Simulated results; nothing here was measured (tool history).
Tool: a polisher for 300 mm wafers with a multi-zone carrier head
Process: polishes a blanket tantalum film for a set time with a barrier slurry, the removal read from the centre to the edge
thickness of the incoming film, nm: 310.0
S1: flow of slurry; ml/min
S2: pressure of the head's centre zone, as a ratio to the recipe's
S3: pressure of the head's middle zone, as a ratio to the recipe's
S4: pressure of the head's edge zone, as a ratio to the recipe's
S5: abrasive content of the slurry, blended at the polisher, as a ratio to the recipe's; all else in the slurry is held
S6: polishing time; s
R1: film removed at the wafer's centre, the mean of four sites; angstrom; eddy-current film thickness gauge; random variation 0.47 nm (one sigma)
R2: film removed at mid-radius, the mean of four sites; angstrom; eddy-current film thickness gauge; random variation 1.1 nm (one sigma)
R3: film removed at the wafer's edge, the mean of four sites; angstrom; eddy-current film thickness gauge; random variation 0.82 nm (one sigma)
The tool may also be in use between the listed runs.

run 1 hour=0 | S1=270 S2=1 S3=1 S4=1 S5=1 S6=70 | R1=600.84 R2=628.53 R3=610.71
run 2 hour=8.5 | S1=285 S2=1.03 S3=1.04 S4=1.03 S5=1.05 S6=70 | R1=617.7 R2=637.43 R3=636.42
run 3 hour=17 | S1=285 S2=1.03 S3=1.04 S4=1.03 S5=1.05 S6=81 | R1=721.2 R2=757.23 R3=736.96
run 4 hour=23.5 | S1=285 S2=1.04 S3=1.05 S4=1.01 S5=1.05 S6=81 | R1=723.54 R2=742.97 R3=726.7
run 5 hour=28 | S1=285 S2=0.99 S3=1.05 S4=1.01 S5=1.05 S6=81 | R1=698.6 R2=768.48 R3=707.45
run 6 hour=33.1 | S1=295 S2=1 S3=1.06 S4=0.99 S5=1.05 S6=81 | R1=699 R2=758.4 R3=705.74
run 7 hour=38.2 | S1=290 S2=1.01 S3=1.07 S4=0.97 S5=1.1 S6=81 | R1=725.86 R2=774.44 R3=706.45
run 8 hour=42.1 | S1=290 S2=1.01 S3=1.08 S4=0.96 S5=1.1 S6=81 | R1=712.04 R2=793.77 R3=693.33
run 9 hour=50.4 | S1=295 S2=1.02 S3=1.08 S4=0.96 S5=1.1 S6=81 | R1=717.98 R2=788.68 R3=695.94

Run 10 comes next. What will it give?
run 10 hour=51.8 | S1=295 S2=1.03 S3=1.08 S4=0.96 S5=1.1 S6=81 | R1=? R2=? R3=?

{"run 10": {"R1": 721.05, "R2": 775.52, "R3": 708.08}}
